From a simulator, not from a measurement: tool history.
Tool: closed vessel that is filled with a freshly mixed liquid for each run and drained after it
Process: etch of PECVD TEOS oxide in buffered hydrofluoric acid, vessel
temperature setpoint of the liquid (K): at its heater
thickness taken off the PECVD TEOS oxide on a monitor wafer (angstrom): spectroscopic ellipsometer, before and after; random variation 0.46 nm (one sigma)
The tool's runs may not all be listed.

run  hour  temperature setpoint of the liquid (K)  parts of 40 % ammonium fluoride to one part of 49 % hydrofluoric acid (parts by volume)  time in the liquid (s)  thickness taken off the PECVD TEOS oxide on a monitor wafer (angstrom)
  1   0.0                                  295.15                                                                                     11.5                      30                                                                  672.93
  2   7.2                                  296.15                                                                                     11.5                      30                                                                  715.99
  3  14.3                                  296.15                                                                                      9.0                      30                                                                  884.24
  4  18.3                                  299.15                                                                                      9.0                      30                                                                 1044.30
  5  26.9                                  299.15                                                                                      6.0                      30                                                                 1515.90
  6  33.6                                  296.65                                                                                      6.5                      30                                                                 1237.30

Run 7 comes next. What will it give?
  7  38.0                                  294.65                                                                                      6.5                      30                                                                       ?

{"run 7": {"thickness taken off the PECVD TEOS oxide on a monitor wafer (angstrom)": 1120.9}}
